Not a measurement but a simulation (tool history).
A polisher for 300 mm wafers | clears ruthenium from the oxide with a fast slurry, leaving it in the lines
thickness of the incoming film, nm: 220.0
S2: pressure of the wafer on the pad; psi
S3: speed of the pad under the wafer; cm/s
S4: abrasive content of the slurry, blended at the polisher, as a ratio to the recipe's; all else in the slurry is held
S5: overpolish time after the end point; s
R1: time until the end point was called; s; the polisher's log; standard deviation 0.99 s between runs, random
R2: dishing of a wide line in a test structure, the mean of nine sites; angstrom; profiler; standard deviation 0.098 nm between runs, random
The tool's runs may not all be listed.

{"run": 1, "hour": 0.0, "flow of slurry (ml/min)": 250, "S2": 1.7, "S3": 76, "S4": 1, "S5": 9, "R1": 129.55, "R2": 154.96}
{"run": 2, "hour": 4.5, "flow of slurry (ml/min)": 190, "S2": 1.7, "S3": 76, "S4": 1, "S5": 9, "R1": 130.9, "R2": 148.04}
{"run": 3, "hour": 9.9, "flow of slurry (ml/min)": 190, "S2": 1.7, "S3": 76, "S4": 1.15, "S5": 9, "R1": 123.38, "R2": 161.38}
{"run": 4, "hour": 15.6, "flow of slurry (ml/min)": 150, "S2": 1.7, "S3": 76, "S4": 1.15, "S5": 9, "R1": 128.16, "R2": 152.04}
{"run": 5, "hour": 24.6, "flow of slurry (ml/min)": 150, "S2": 1.7, "S3": 88, "S4": 1.15, "S5": 9, "R1": 112.35, "R2": 175.21}
{"run": 6, "hour": 27.5, "flow of slurry (ml/min)": 150, "S2": 1.3, "S3": 88, "S4": 1.15, "S5": 9, "R1": 134.72, "R2": 148.6}
{"run": 7, "hour": 31.4, "flow of slurry (ml/min)": 175, "S2": 1.8, "S3": 74, "S4": 1.15, "S5": 5, "R1": 122.5, "R2": 89.57}
{"run": 8, "hour": 34.7, "flow of slurry (ml/min)": 245, "S2": 2.3, "S3": 54, "S4": 1.4, "S5": 3, "R1": 121.42, "R2": 55.086}

Run 9 comes next. What will it give?
{"run": 9, "hour": 42.7, "flow of slurry (ml/min)": 245, "S2": 2.5, "S3": 58, "S4": 1.4, "S5": 3, "R1": "?", "R2": "?"}

R1: 106.41 s
R2: 61.574 angstrom
